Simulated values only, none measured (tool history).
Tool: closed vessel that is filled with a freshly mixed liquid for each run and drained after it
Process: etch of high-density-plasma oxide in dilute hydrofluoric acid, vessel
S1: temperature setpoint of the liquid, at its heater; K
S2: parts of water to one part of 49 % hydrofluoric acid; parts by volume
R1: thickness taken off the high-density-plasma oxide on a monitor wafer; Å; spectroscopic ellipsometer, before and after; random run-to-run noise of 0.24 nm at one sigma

Run 1, hour 0: S1 299.15 K, S2 75 parts by volume, time in the liquid (s) 250. Result: R1 209.65 Å.
Run 2, hour 5.1: S1 297.15 K, S2 75 parts by volume, time in the liquid (s) 250. Result: R1 191.36 Å.
Run 3, hour 7.4: S1 295.65 K, S2 75 parts by volume, time in the liquid (s) 250. Result: R1 181.62 Å.
Run 4, hour 14.6: S1 299.15 K, S2 70 parts by volume, time in the liquid (s) 250. Result: R1 226.55 Å.
Run 5, hour 22: S1 301.65 K, S2 70 parts by volume, time in the liquid (s) 250. Result: R1 249.83 Å.
Run 6, hour 26: S1 303.15 K, S2 65 parts by volume, time in the liquid (s) 250. Result: R1 285.28 Å.
Run 7, hour 28.6: S1 304.15 K, S2 65 parts by volume, time in the liquid (s) 250. Result: R1 296.66 Å.
Run 8, hour 37.4: S1 304.15 K, S2 65 parts by volume, time in the liquid (s) 250. Result: R1 296.53 Å.
Run 9, hour 45.6: S1 305.15 K, S2 65 parts by volume, time in the liquid (s) 250. Result: R1 306.18 Å.
Run 10, hour 50.6: S1 307.15 K, S2 55 parts by volume, time in the liquid (s) 250. Result: R1 403.53 Å.

What will run 11 give?
Run 11, hour 59.8: S1 306.65 K, S2 55 parts by volume, time in the liquid (s) 250. Result: R1 ?.

R1: 391.85 Å
